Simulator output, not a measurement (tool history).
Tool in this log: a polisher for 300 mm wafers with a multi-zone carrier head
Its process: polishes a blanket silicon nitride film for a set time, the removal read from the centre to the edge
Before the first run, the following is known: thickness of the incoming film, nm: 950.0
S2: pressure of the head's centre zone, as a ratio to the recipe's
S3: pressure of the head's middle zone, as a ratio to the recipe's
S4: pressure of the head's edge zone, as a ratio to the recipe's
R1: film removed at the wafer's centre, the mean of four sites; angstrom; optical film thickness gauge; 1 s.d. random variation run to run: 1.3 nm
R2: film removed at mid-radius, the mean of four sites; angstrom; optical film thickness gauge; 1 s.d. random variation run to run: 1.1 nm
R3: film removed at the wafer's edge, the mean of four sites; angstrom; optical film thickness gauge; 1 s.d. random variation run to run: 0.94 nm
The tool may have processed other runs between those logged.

run 1 hour=0 | flow_of_slurry_(ml/min)=175 S2=1 S3=1 S4=1 polishing_time_(s)=82 | R1=2066.8 R2=2074.3 R3=2129.1
run 2 hour=5 | flow_of_slurry_(ml/min)=175 S2=0.94 S3=1 S4=1 polishing_time_(s)=82 | R1=1946.4 R2=2084.4 R3=2172.8
run 3 hour=5.8 | flow_of_slurry_(ml/min)=175 S2=0.94 S3=0.92 S4=1 polishing_time_(s)=82 | R1=1899.4 R2=1967.5 R3=2141
run 4 hour=9.3 | flow_of_slurry_(ml/min)=175 S2=0.94 S3=0.92 S4=1.03 polishing_time_(s)=82 | R1=1905.6 R2=1961.6 R3=2177.1
run 5 hour=17.2 | flow_of_slurry_(ml/min)=140 S2=0.94 S3=0.92 S4=1.03 polishing_time_(s)=82 | R1=1872.3 R2=1869.9 R3=2101.8
run 6 hour=21.8 | flow_of_slurry_(ml/min)=135 S2=0.92 S3=0.92 S4=1.01 polishing_time_(s)=76 | R1=1662.8 R2=1735.6 R3=1937.1
run 7 hour=26.6 | flow_of_slurry_(ml/min)=130 S2=0.92 S3=0.92 S4=0.99 polishing_time_(s)=72 | R1=1593.1 R2=1640.9 R3=1803.9
run 8 hour=31.2 | flow_of_slurry_(ml/min)=110 S2=0.82 S3=0.91 S4=0.91 polishing_time_(s)=49 | R1=930.73 R2=1047.2 R3=1154.4
run 9 hour=33.6 | flow_of_slurry_(ml/min)=120 S2=0.83 S3=0.91 S4=0.91 polishing_time_(s)=49 | R1=957.42 R2=1100 R3=1175.3
run 10 hour=42.2 | flow_of_slurry_(ml/min)=125 S2=0.84 S3=0.91 S4=0.91 polishing_time_(s)=49 | R1=978.12 R2=1072 R3=1189.1
run 11 hour=48.6 | flow_of_slurry_(ml/min)=130 S2=0.84 S3=0.92 S4=0.91 polishing_time_(s)=49 | R1=963.49 R2=1093.3 R3=1190.3

Run 12 has not been measured yet. What should we expect?
run 12 hour=54.7 | flow_of_slurry_(ml/min)=180 S2=0.91 S3=0.95 S4=0.94 polishing_time_(s)=50 | R1=? R2=? R3=?

R1: 1134.3 angstrom
R2: 1229.9 angstrom
R3: 1260.9 angstrom
